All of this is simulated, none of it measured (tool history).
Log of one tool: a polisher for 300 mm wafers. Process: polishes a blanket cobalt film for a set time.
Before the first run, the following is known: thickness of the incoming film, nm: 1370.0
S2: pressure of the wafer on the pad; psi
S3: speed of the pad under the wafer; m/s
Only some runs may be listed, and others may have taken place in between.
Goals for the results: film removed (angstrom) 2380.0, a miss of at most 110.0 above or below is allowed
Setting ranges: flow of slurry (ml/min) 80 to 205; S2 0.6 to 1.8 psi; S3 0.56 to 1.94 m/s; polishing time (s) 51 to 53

Run 1, hour 0.0: flow of slurry (ml/min) 135, S2 1.2 psi, S3 1.24 m/s, polishing time (s) 51. Result: film removed (angstrom) 1812.1.
Run 2, hour 6.1: flow of slurry (ml/min) 120, S2 1.2 psi, S3 1.24 m/s, polishing time (s) 51. Result: film removed (angstrom) 1745.7.
Run 3, hour 8.0: flow of slurry (ml/min) 120, S2 1.2 psi, S3 1.52 m/s, polishing time (s) 51. Result: film removed (angstrom) 2090.5.
Run 4, hour 14.9: flow of slurry (ml/min) 125, S2 1.2 psi, S3 1.52 m/s, polishing time (s) 51. Result: film removed (angstrom) 2133.2.
Run 5, hour 19.1: flow of slurry (ml/min) 130, S2 1.2 psi, S3 1.52 m/s, polishing time (s) 51. Result: film removed (angstrom) 2124.7.
Run 6, hour 25.0: flow of slurry (ml/min) 130, S2 1.5 psi, S3 1.52 m/s, polishing time (s) 51. Result: film removed (angstrom) 2608.9.
Run 7, hour 34.0: flow of slurry (ml/min) 125, S2 1.5 psi, S3 1.52 m/s, polishing time (s) 51. Result: film removed (angstrom) 2677.4.
Run 8, hour 39.9: flow of slurry (ml/min) 125, S2 1.4 psi, S3 1.52 m/s, polishing time (s) 51. Result: film removed (angstrom) 2479.5.

Which single option among these 4 for the next run brings every result within its allowed miss of target? Just one does.
Run A, hour 45.8: flow of slurry (ml/min) 120, S2 1.5 psi, S3 1.48 m/s, polishing time (s) 53. Result: film removed (angstrom) ?.
Run B, hour 45.8: flow of slurry (ml/min) 155, S2 1.2 psi, S3 1.68 m/s, polishing time (s) 53. Result: film removed (angstrom) ?.
Run C, hour 45.8: flow of slurry (ml/min) 110, S2 1.7 psi, S3 1.40 m/s, polishing time (s) 51. Result: film removed (angstrom) ?.
Run D, hour 45.8: flow of slurry (ml/min) 110, S2 1.8 psi, S3 1.18 m/s, polishing time (s) 51. Result: film removed (angstrom) ?.

move  film removed (angstrom)
   A                   2657.8
   B                   2568.6
   C                   2671.2
   D                   2389.8
A: the biggest miss grows against the last run
B: the biggest miss grows against the last run
C: the biggest miss grows against the last run
D: every result lands within tolerance
Correct choice: D, which meets every target
